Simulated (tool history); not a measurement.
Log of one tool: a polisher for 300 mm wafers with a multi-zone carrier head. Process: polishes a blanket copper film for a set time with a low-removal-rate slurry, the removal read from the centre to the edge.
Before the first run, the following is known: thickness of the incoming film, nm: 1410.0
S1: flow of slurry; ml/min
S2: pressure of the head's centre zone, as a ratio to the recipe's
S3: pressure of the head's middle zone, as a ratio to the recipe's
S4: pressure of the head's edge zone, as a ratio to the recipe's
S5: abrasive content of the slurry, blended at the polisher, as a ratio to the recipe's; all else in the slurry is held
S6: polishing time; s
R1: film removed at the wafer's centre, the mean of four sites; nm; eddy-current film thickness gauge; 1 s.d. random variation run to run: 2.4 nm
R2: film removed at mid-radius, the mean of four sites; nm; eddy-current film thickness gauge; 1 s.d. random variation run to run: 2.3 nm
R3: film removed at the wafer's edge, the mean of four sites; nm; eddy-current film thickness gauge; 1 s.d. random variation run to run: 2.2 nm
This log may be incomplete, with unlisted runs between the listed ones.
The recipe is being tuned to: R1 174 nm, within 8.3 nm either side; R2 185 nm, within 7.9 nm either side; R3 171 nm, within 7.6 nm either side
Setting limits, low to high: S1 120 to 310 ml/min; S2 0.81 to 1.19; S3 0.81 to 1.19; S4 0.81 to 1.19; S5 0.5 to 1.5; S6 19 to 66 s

{"run": 1, "hour": 0.0, "S1": 200, "S2": 1, "S3": 1, "S4": 1, "S5": 1, "S6": 42, "R1": 117.27, "R2": 116.47, "R3": 114.12}
{"run": 2, "hour": 5.9, "S1": 205, "S2": 1.01, "S3": 1.02, "S4": 1.02, "S5": 1.1, "S6": 44, "R1": 126.81, "R2": 133.72, "R3": 123.16}
{"run": 3, "hour": 14.4, "S1": 165, "S2": 1.01, "S3": 1.02, "S4": 1.02, "S5": 1.1, "S6": 44, "R1": 119.22, "R2": 125.87, "R3": 120.89}
{"run": 4, "hour": 20.4, "S1": 165, "S2": 1.05, "S3": 1.02, "S4": 1.02, "S5": 1.1, "S6": 44, "R1": 128.25, "R2": 125.51, "R3": 122.67}
{"run": 5, "hour": 25.9, "S1": 165, "S2": 1.05, "S3": 1.02, "S4": 0.99, "S5": 1.1, "S6": 44, "R1": 126.76, "R2": 127.71, "R3": 119.52}
{"run": 6, "hour": 27.7, "S1": 165, "S2": 1.05, "S3": 1.02, "S4": 0.93, "S5": 1.1, "S6": 44, "R1": 126.17, "R2": 126.67, "R3": 115.96}
{"run": 7, "hour": 34.2, "S1": 165, "S2": 1.06, "S3": 1.02, "S4": 0.96, "S5": 1.15, "S6": 46, "R1": 136.56, "R2": 133.55, "R3": 127.29}
{"run": 8, "hour": 41.3, "S1": 165, "S2": 1.06, "S3": 1.02, "S4": 0.96, "S5": 1.15, "S6": 46, "R1": 134.08, "R2": 132.56, "R3": 122.78}
{"run": 9, "hour": 47.6, "S1": 160, "S2": 1.06, "S3": 1.03, "S4": 0.99, "S5": 1.2, "S6": 48, "R1": 140.92, "R2": 137.33, "R3": 132.7}
{"run": 10, "hour": 53.3, "S1": 160, "S2": 1.06, "S3": 1.03, "S4": 0.99, "S5": 1.2, "S6": 48, "R1": 137.68, "R2": 140.8, "R3": 133.78}
{"run": 11, "hour": 59.3, "S1": 170, "S2": 1.07, "S3": 1.04, "S4": 1.01, "S5": 1.25, "S6": 49, "R1": 149.62, "R2": 147.04, "R3": 136.86}
{"run": 12, "hour": 66.4, "S1": 170, "S2": 1.06, "S3": 1.04, "S4": 1.02, "S5": 1.3, "S6": 50, "R1": 152.11, "R2": 153.64, "R3": 142.43}
{"run": 13, "hour": 67.4, "S1": 175, "S2": 1.05, "S3": 1.04, "S4": 1.04, "S5": 1.35, "S6": 51, "R1": 155.73, "R2": 156.54, "R3": 147.74}
{"run": 14, "hour": 76.3, "S1": 180, "S2": 1.05, "S3": 1.05, "S4": 1.05, "S5": 1.35, "S6": 52, "R1": 162.15, "R2": 158, "R3": 155.09}
{"run": 15, "hour": 82.9, "S1": 185, "S2": 1.04, "S3": 1.07, "S4": 1.05, "S5": 1.4, "S6": 52, "R1": 159.57, "R2": 168.96, "R3": 156.91}
{"run": 16, "hour": 85.2, "S1": 190, "S2": 1.04, "S3": 1.07, "S4": 1.06, "S5": 1.4, "S6": 52, "R1": 156.81, "R2": 164.69, "R3": 157.72}
{"run": 17, "hour": 90.1, "S1": 190, "S2": 1.04, "S3": 1.07, "S4": 1.06, "S5": 1.4, "S6": 52, "R1": 163.16, "R2": 166.07, "R3": 156.19}
{"run": 18, "hour": 97.0, "S1": 195, "S2": 1.04, "S3": 1.08, "S4": 1.07, "S5": 1.4, "S6": 52, "R1": 157.59, "R2": 169.72, "R3": 158.2}
{"run": 19, "hour": 102.9, "S1": 200, "S2": 1.05, "S3": 1.08, "S4": 1.08, "S5": 1.4, "S6": 52, "R1": 159.09, "R2": 170.43, "R3": 155.59}

Which one of the following 5 next-run settings gets every result inside its allowed miss? There is exactly one.
{"run": "A", "hour": 108.8, "S1": 215, "S2": 0.91, "S3": 1.19, "S4": 1.11, "S5": 1.45, "S6": 53, "R1": "?", "R2": "?", "R3": "?"}
{"run": "B", "hour": 108.8, "S1": 240, "S2": 1.12, "S3": 1.07, "S4": 1.16, "S5": 1.2, "S6": 52, "R1": "?", "R2": "?", "R3": "?"}
{"run": "C", "hour": 108.8, "S1": 195, "S2": 0.95, "S3": 1.19, "S4": 1.1, "S5": 1.45, "S6": 52, "R1": "?", "R2": "?", "R3": "?"}
{"run": "D", "hour": 108.8, "S1": 165, "S2": 1.19, "S3": 1.12, "S4": 0.89, "S5": 1.5, "S6": 53, "R1": "?", "R2": "?", "R3": "?"}
{"run": "E", "hour": 108.8, "S1": 205, "S2": 1.04, "S3": 1.09, "S4": 1.09, "S5": 1.4, "S6": 55, "R1": "?", "R2": "?", "R3": "?"}

move=A R1=145.29 R2=188.78 R3=164.7
move=B R1=170.89 R2=164.08 R3=160.29
move=C R1=146.47 R2=182.5 R3=159.11
move=D R1=182.71 R2=172.7 R3=144.67
move=E R1=169.67 R2=178.82 R3=167.34
A: meets the target for the result that was furthest off, but another lies outside its allowed miss
B: further off than the last run
C: further off than the last run
D: further off than the last run
E: meets every target
The move that meets every target is E.
